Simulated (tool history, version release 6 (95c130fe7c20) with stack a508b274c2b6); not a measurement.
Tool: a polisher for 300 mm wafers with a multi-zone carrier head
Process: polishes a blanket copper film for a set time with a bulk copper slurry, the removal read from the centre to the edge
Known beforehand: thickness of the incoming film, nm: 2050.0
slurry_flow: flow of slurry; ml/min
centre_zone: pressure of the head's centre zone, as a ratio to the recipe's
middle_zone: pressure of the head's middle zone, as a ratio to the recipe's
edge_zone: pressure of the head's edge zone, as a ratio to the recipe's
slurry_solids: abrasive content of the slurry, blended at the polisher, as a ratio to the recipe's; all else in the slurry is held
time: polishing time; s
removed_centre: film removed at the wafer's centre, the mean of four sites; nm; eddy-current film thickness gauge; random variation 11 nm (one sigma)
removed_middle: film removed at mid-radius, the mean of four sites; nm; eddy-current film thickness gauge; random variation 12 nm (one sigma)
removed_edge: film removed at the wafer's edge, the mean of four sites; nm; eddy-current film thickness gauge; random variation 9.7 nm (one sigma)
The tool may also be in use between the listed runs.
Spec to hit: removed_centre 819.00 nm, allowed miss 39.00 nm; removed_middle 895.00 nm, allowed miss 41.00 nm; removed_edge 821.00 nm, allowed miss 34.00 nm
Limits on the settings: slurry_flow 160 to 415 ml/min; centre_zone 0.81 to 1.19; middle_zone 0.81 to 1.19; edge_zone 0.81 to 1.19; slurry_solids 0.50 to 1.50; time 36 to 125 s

| run | day | slurry_flow | centre_zone | middle_zone | edge_zone | slurry_solids | time | removed_centre | removed_middle | removed_edge |
|---|---|---|---|---|---|---|---|---|---|---|
| 1 | 0.000 | 265 | 1.00 | 1.00 | 1.00 | 1.00 | 80 | 503.81 | 519.83 | 511.48 |
| 2 | 0.038 | 265 | 1.06 | 1.00 | 1.00 | 1.00 | 80 | 532.16 | 524.15 | 516.37 |
| 3 | 0.183 | 265 | 1.06 | 1.00 | 1.00 | 1.20 | 80 | 555.06 | 540.15 | 546.95 |
| 4 | 0.375 | 270 | 1.06 | 1.02 | 1.01 | 1.25 | 83 | 589.62 | 574.33 | 571.57 |
| 5 | 0.471 | 270 | 1.05 | 1.04 | 1.02 | 1.30 | 86 | 598.69 | 610.49 | 596.83 |
| 6 | 0.646 | 270 | 1.05 | 1.04 | 1.02 | 1.30 | 93 | 664.62 | 649.31 | 644.25 |
| 7 | 0.725 | 275 | 1.05 | 1.06 | 1.03 | 1.35 | 95 | 671.26 | 693.68 | 672.47 |
| 8 | 0.792 | 275 | 1.06 | 1.07 | 1.04 | 1.35 | 96 | 685.05 | 717.63 | 682.24 |
| 9 | 0.833 | 275 | 1.07 | 1.08 | 1.05 | 1.35 | 97 | 726.32 | 727.55 | 680.61 |
| 10 | 0.996 | 275 | 1.06 | 1.08 | 1.05 | 1.35 | 99 | 716.86 | 731.25 | 696.80 |

Next run, 5 choices. One meets every target within its allowed miss, the rest don't. Which?
| A | 1.158 | 275 | 1.08 | 1.15 | 1.02 | 1.20 | 88 | ? | ? | ? |
| B | 1.158 | 245 | 1.18 | 1.19 | 1.05 | 1.30 | 84 | ? | ? | ? |
| C | 1.158 | 255 | 1.07 | 1.14 | 1.02 | 1.50 | 113 | ? | ? | ? |
| D | 1.158 | 285 | 0.96 | 1.09 | 1.08 | 1.25 | 90 | ? | ? | ? |
| E | 1.158 | 245 | 1.05 | 0.85 | 1.11 | 1.45 | 108 | ? | ? | ? |

| move | removed_centre | removed_middle | removed_edge |
|---|---|---|---|
| A | 617.58 | 661.33 | 613.25 |
| B | 635.99 | 653.11 | 598.47 |
| C | 822.45 | 881.63 | 825.62 |
| D | 582.98 | 655.31 | 654.14 |
| E | 761.87 | 649.28 | 816.18 |
A: misses by more than the last run did
B: misses by more than the last run did
C: every result within its allowed miss
D: misses by more than the last run did
E: misses by more than the last run did
The right move is C.
